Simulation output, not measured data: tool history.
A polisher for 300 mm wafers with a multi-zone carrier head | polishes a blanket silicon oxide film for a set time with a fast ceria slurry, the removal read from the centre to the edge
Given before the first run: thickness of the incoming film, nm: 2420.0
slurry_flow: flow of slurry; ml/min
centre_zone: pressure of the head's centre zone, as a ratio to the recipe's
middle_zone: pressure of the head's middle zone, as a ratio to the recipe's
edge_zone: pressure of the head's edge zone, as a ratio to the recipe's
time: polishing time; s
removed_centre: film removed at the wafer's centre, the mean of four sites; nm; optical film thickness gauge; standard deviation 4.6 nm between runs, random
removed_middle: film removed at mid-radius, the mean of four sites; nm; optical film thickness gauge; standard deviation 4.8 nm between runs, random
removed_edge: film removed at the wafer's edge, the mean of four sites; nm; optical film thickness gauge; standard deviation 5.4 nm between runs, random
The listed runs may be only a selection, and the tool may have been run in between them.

run  hour  slurry_flow  centre_zone  middle_zone  edge_zone  time  removed_centre  removed_middle  removed_edge
  1     0          235            1            1          1    49           580.9          571.04        563.08
  2     9          235            1            1          1    55          650.95          643.12        645.62
  3  14.4          235            1            1       0.92    55          645.25          642.84        624.32
  4  15.7          235            1         0.91       0.92    55          648.03          596.95        626.74
  5    23          250         1.01         0.93       0.92    55          657.88          609.39        628.04
  6  25.5          250         1.01         0.93       0.92    43          510.98          472.12        496.58
  7  28.6          260         1.03         0.96       0.95    45          551.16          513.93           523
  8    36          270         1.05         0.98       0.98    46          578.47           530.8         523.8
  9  38.3          260         1.05         0.99       0.98    48          601.28          567.17        548.19
 10    46          260         1.05         0.99       0.99    49          613.27          575.98        570.12
 11  52.4          325         1.15         1.09       1.09    51          714.43          651.65        617.09
 12  56.5          325         1.15         1.09       1.09    51          714.81          656.69        623.33

What does the tool deliver on the next run?
 13  58.9          325         1.15          1.1        1.1    51               ?               ?             ?

removed_centre: 710.62 nm
removed_middle: 664.46 nm
removed_edge: 612.07 nm
